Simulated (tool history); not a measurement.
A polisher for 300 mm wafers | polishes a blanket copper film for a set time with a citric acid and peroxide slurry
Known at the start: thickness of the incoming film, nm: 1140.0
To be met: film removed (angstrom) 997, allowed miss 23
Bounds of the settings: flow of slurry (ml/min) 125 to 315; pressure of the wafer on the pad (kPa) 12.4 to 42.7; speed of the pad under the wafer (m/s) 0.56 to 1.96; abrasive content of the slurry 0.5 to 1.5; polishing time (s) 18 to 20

run,hour,flow of slurry (ml/min),pressure of the wafer on the pad (kPa),speed of the pad under the wafer (m/s),abrasive content of the slurry,polishing time (s),film removed (angstrom)
1,0,205,27.6,1.26,1,20,759.91
2,7.6,205,32.4,1.26,1,20,874.46
3,16.3,205,32.4,1.26,0.9,20,843.29
4,22.4,245,32.4,1.26,0.9,20,865.8
5,22.9,245,32.4,1.26,0.9,18,790.02
6,26.8,245,32.4,1.26,0.9,18,789.84
7,28.5,245,34.5,1.26,0.9,18,827.98
8,32.5,245,36.5,1.26,0.9,18,859.35
9,40.4,245,37.9,1.26,0.9,18,895.76

4 next moves are on the table. One of them brings every result within its allowed miss. Which?
A,48.3,265,35.2,1.16,1.1,18,?
B,48.3,230,39.3,1,1,19,?
C,48.3,240,37.2,1.38,0.85,19,?
D,48.3,185,34.5,1.18,0.85,20,?

move,film removed (angstrom)
A,817.7
B,796.78
C,1008
D,825.4
A: further off than the last run
B: further off than the last run
C: meets every target
D: further off than the last run
The right move is C.
